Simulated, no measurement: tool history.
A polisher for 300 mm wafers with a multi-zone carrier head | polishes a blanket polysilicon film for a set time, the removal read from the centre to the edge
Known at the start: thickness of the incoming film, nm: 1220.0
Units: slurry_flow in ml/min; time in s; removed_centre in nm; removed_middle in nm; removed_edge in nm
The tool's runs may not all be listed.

run	hour	slurry_flow	centre_zone	middle_zone	edge_zone	time	removed_centre	removed_middle	removed_edge
1	0.0	315	1.00	1.00	1.00	37	507.09	506.26	496.04
2	2.6	315	1.00	1.00	1.00	30	405.85	413.81	407.07
3	7.3	320	1.01	1.01	1.03	33	452.60	451.63	455.30
4	11.6	325	1.02	1.04	1.05	35	478.97	493.14	484.17
5	18.8	380	1.02	1.04	1.05	35	500.70	499.82	494.00
6	20.4	385	1.03	1.05	1.07	37	529.36	543.98	526.22
7	22.7	385	1.04	1.05	1.09	38	544.21	550.04	544.22
8	23.8	390	1.05	1.06	1.10	39	569.64	567.31	560.00
9	31.1	395	1.05	1.07	1.11	40	581.08	585.20	583.02
10	31.8	395	1.05	1.07	1.11	40	584.18	589.67	578.14
11	32.4	400	1.06	1.07	1.12	41	606.64	597.20	592.60
12	39.3	400	1.06	1.07	1.12	41	604.15	598.65	593.87

The next listed run, before its measurement:
13	42.1	405	1.06	1.08	1.13	42	?	?	?

removed_centre: 609.45 nm
removed_middle: 618.40 nm
removed_edge: 619.17 nm
